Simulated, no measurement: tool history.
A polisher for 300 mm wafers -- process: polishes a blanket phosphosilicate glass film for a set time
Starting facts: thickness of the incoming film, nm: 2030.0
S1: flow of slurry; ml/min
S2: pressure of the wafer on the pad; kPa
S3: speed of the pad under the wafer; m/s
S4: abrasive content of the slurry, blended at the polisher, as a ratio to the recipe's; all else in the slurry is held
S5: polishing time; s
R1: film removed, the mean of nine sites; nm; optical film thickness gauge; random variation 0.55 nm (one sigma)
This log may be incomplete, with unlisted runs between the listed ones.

run,hour,S1,S2,S3,S4,S5,R1
1,0.0,190,17.2,0.80,1.0,33,171.820
2,2.3,190,17.2,0.64,1.0,33,144.550
3,5.8,190,17.2,0.64,0.8,33,122.830
4,10.2,190,17.2,0.64,0.6,33,91.067
5,12.5,190,17.2,0.64,0.6,30,82.828
6,18.5,190,15.2,0.64,0.6,30,72.589

For run 7, what comes out?
7,21.3,200,15.2,0.64,0.6,30,?

R1: 73.946 nm
